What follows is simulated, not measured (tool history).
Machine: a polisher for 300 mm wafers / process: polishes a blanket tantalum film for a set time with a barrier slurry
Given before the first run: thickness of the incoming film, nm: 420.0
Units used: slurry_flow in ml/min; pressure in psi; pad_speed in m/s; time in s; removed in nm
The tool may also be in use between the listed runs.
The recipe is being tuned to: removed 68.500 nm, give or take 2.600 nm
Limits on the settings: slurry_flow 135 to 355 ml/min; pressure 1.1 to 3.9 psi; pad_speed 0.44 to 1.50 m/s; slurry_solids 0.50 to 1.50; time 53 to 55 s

run,hour,slurry_flow,pressure,pad_speed,slurry_solids,time,removed
1,0.0,225,2.5,0.96,1.00,53,93.824
2,5.5,225,2.2,0.96,1.00,53,84.573
3,13.7,225,2.2,0.86,1.00,53,78.542
4,17.8,225,2.2,0.86,1.20,53,82.717
# hour 26.1: slurry blender recalibrated
5,26.1,275,2.2,0.86,1.20,53,89.341
6,35.0,245,2.1,0.86,1.20,53,86.905
7,43.1,225,1.9,0.86,1.20,53,78.324
8,44.7,210,1.8,0.86,1.20,53,75.432
9,46.2,200,1.7,0.86,1.20,53,71.722
10,50.9,195,1.7,0.86,1.20,53,71.375
11,57.0,190,1.7,0.86,1.20,53,73.599

Which single option among these 4 for the next run brings every result within its allowed miss of target? Just one does.
A,63.1,190,1.2,0.84,1.15,55,?
B,63.1,170,1.6,0.82,0.80,55,?
C,63.1,135,1.4,0.90,1.10,54,?
D,63.1,225,1.9,0.72,1.05,55,?

move,removed
A,59.576
B,61.234
C,63.330
D,66.840
A: moves the result that the last run missed by most past its target, out the other side
B: moves the result that the last run missed by most past its target, out the other side
C: moves the result that the last run missed by most past its target, out the other side
D: all results land within tolerance of their targets
D is the move that brings every result within its allowed miss.
